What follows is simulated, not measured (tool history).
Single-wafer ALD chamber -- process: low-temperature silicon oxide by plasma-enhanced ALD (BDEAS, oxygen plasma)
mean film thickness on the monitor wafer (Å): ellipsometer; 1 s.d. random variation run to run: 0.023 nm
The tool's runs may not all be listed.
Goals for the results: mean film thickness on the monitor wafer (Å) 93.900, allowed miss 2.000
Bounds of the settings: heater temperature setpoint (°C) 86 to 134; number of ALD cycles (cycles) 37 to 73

run	hour	heater temperature setpoint (°C)	number of ALD cycles (cycles)	mean film thickness on the monitor wafer (Å)
1	0.0	110	55	75.773
2	6.9	114	55	75.154
3	13.1	114	58	78.870
4	22.2	112	61	83.170
5	23.7	111	63	86.691
6	25.2	109	64	87.817
7	27.6	109	65	89.093
8	32.7	109	66	90.699

Of the 5 settings listed for the next run, only one would bring every result within its allowed miss of target. Which one?
A	37.8	114	66	?
B	37.8	106	65	?
C	37.8	112	69	?
D	37.8	109	72	?
E	37.8	110	64	?

move	mean film thickness on the monitor wafer (Å)
A	89.834
B	89.667
C	94.235
D	98.828
E	87.700
A: misses by more than the last run did
B: misses by more than the last run did
C: in spec on every target
D: takes the biggest miss from the last run beyond its target
E: misses by more than the last run did
The right move is C.

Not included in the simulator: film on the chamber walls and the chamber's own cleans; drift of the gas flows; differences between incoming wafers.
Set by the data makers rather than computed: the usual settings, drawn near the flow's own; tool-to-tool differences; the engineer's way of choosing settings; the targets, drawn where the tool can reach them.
